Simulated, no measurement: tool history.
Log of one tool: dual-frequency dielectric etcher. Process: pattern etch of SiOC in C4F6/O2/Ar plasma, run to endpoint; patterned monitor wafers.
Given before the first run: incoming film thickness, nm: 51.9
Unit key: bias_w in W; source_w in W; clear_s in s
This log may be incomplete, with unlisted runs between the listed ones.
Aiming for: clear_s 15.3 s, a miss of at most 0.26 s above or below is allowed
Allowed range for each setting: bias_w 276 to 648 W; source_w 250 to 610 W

run	hour	bias_w	source_w	clear_s
1	0	462	430	16.839
2	8.5	498	440	16.42
3	11.1	530	450	15.913
4	19.2	547	450	15.853
5	28.1	479	450	16.499
6	29.3	479	500	16.041
7	30.9	499	500	15.904
8	36	516	500	15.713
9	41.6	528	500	15.648

Below are 5 possible settings for the next run. Only one of them brings all results inside the allowed miss of their targets. Which is it?
A	47.2	482	460	?
B	47.2	485	500	?
C	47.2	494	430	?
D	47.2	519	440	?
E	47.2	601	460	?

move	clear_s
A	16.369
B	15.981
C	16.539
D	16.204
E	15.321
A: its largest miss is bigger than the last run's
B: its largest miss is bigger than the last run's
C: its largest miss is bigger than the last run's
D: its largest miss is bigger than the last run's
E: meets every target
So the answer is move E, the one that meets all the targets.
